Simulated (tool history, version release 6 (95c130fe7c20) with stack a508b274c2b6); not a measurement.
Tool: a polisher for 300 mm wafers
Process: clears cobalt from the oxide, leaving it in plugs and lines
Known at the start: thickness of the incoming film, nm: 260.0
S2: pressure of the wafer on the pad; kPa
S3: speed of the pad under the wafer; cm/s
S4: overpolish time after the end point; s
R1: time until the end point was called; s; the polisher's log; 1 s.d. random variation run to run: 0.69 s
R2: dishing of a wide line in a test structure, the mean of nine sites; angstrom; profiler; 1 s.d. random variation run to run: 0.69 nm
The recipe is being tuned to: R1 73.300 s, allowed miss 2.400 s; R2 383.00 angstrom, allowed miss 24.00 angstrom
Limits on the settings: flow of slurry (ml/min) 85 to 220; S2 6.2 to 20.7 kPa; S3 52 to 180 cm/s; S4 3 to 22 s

run 1 hour=0.0 | flow_of_slurry_(ml/min)=140 S2=13.1 S3=116 S4=11 | R1=56.275 R2=355.05
run 2 hour=1.1 | flow_of_slurry_(ml/min)=160 S2=13.1 S3=116 S4=11 | R1=55.071 R2=347.05
run 3 hour=5.1 | flow_of_slurry_(ml/min)=155 S2=12.4 S3=116 S4=12 | R1=58.124 R2=369.38
run 4 hour=8.2 | flow_of_slurry_(ml/min)=155 S2=12.4 S3=128 S4=12 | R1=53.125 R2=380.70
run 5 hour=9.2 | flow_of_slurry_(ml/min)=130 S2=12.4 S3=128 S4=12 | R1=54.348 R2=387.65
run 6 hour=11.7 | flow_of_slurry_(ml/min)=130 S2=12.4 S3=110 S4=12 | R1=61.959 R2=358.58
run 7 hour=16.9 | flow_of_slurry_(ml/min)=110 S2=10.3 S3=110 S4=15 | R1=75.713 R2=367.13
run 8 hour=20.1 | flow_of_slurry_(ml/min)=115 S2=10.3 S3=110 S4=15 | R1=75.420 R2=355.43
run 9 hour=20.6 | flow_of_slurry_(ml/min)=115 S2=10.3 S3=110 S4=16 | R1=75.064 R2=382.30
run 10 hour=24.1 | flow_of_slurry_(ml/min)=115 S2=10.3 S3=110 S4=16 | R1=77.167 R2=374.45

Which single option among these 4 for the next run brings every result within its allowed miss of target? Just one does.
run A hour=27.6 | flow_of_slurry_(ml/min)=130 S2=9.7 S3=104 S4=15 | R1=? R2=?
run B hour=27.6 | flow_of_slurry_(ml/min)=95 S2=14.5 S3=76 S4=18 | R1=? R2=?
run C hour=27.6 | flow_of_slurry_(ml/min)=85 S2=13.1 S3=96 S4=16 | R1=? R2=?
run D hour=27.6 | flow_of_slurry_(ml/min)=130 S2=9.7 S3=124 S4=13 | R1=? R2=?

move=A R1=84.337 R2=349.11
move=B R1=81.604 R2=401.09
move=C R1=73.545 R2=397.35
move=D R1=71.117 R2=355.24
A: moves away from the targets compared with the last run
B: moves away from the targets compared with the last run
C: every result within its allowed miss
D: gets the furthest-off result to its target, but another result is out of tolerance
C is the move that brings every result within its allowed miss.
